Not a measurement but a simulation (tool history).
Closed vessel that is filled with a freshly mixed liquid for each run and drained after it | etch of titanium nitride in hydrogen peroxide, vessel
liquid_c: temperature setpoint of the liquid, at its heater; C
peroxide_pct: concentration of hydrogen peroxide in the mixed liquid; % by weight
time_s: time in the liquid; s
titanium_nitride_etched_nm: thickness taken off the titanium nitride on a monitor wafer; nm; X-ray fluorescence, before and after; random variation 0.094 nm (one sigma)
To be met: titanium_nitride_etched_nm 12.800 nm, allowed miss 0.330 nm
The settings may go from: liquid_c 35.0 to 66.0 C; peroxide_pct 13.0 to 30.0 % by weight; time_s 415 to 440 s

run	day	liquid_c	peroxide_pct	time_s	titanium_nitride_etched_nm
1	0.000	51.0	24.0	415	22.742
2	0.308	51.0	24.0	415	23.025
3	0.554	50.0	24.0	415	21.140
4	0.683	49.0	24.0	415	19.861
5	0.962	48.0	24.0	415	18.481
6	1.267	47.5	24.0	415	17.601
7	1.500	47.0	24.0	415	16.928
8	1.546	46.5	24.0	415	16.506
9	1.892	46.0	24.0	415	15.789
10	2.038	45.5	24.0	415	15.136
11	2.258	45.5	24.0	415	15.173
12	2.517	45.0	24.0	415	14.871
13	2.542	44.5	24.0	415	14.063
14	2.700	44.0	24.0	415	13.678
15	2.771	43.5	24.0	415	13.186

4 next moves are on the table. One of them brings every result within its allowed miss. Which?
A	2.842	42.0	26.0	440	?
B	2.842	43.5	26.5	440	?
C	2.842	43.0	26.5	440	?
D	2.842	44.0	22.0	440	?

move	titanium_nitride_etched_nm
A	12.617
B	14.191
C	13.667
D	14.150
A: meets every target
B: further off than the last run
C: further off than the last run
D: further off than the last run
Answer: A
